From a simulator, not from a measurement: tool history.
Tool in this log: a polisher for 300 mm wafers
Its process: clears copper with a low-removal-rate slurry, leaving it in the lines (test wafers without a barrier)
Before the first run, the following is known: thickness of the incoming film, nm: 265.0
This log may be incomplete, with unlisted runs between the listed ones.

| run | day | flow of slurry (ml/min) | pressure of the wafer on the pad (kPa) | speed of the pad under the wafer (m/s) | abrasive content of the slurry | overpolish time after the end point (s) | time until the end point was called (s) | dishing of a wide line in a test structure (angstrom) |
|---|---|---|---|---|---|---|---|---|
| 1 | 0.000 | 230 | 17.2 | 1.04 | 1.0 | 15 | 91.525 | 321.03 |
| 2 | 0.033 | 280 | 17.2 | 1.04 | 1.0 | 15 | 89.326 | 324.71 |
| 3 | 0.300 | 280 | 20.7 | 1.04 | 1.0 | 15 | 77.637 | 373.37 |
| 4 | 0.621 | 280 | 20.7 | 0.88 | 1.0 | 15 | 89.643 | 329.44 |
| 5 | 0.788 | 280 | 20.7 | 0.88 | 0.8 | 15 | 92.448 | 315.75 |
| 6 | 1.021 | 280 | 20.7 | 0.88 | 0.7 | 15 | 94.872 | 308.22 |

Run 7 is up next; what results do you expect?
| 7 | 1.129 | 280 | 19.3 | 0.88 | 0.7 | 15 | ? | ? |

{"run 7": {"time until the end point was called (s)": 100.51, "dishing of a wide line in a test structure (angstrom)": 297.68}}

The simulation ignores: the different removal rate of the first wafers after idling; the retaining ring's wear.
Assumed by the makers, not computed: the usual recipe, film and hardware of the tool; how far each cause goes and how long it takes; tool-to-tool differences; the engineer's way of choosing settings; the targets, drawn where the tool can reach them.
